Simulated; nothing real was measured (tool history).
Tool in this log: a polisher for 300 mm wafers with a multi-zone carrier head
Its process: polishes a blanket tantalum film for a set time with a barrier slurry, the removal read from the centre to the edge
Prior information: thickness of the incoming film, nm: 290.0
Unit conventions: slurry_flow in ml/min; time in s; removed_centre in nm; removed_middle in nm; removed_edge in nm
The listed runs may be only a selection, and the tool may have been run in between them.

run  hour  slurry_flow  centre_zone  middle_zone  edge_zone  slurry_solids  time  removed_centre  removed_middle  removed_edge
  1   0.0          120         1.00         1.00       1.00            1.0    73          93.795          94.728        93.459
  2   0.8          115         1.00         0.98       0.97            0.9    69          85.697          83.167        82.009
  3   5.0          115         1.00         0.98       0.97            0.9    53          66.625          65.360        62.373
  4  11.3          110         0.99         0.96       0.96            0.9    53          64.715          62.425        62.245
  5  12.9          110         0.99         0.96       0.96            0.8    53          61.984          60.289        59.505
  6  17.6          110         0.99         0.96       0.96            0.6    53          52.142          52.192        51.049
  7  22.7          115         1.00         0.95       0.97            0.6    53          53.696          52.118        51.502

What does the tool deliver on the next run?
  8  30.4          120         1.00         0.95       0.98            0.6    53               ?               ?             ?

removed_centre: 54.481 nm
removed_middle: 52.345 nm
removed_edge: 52.685 nm
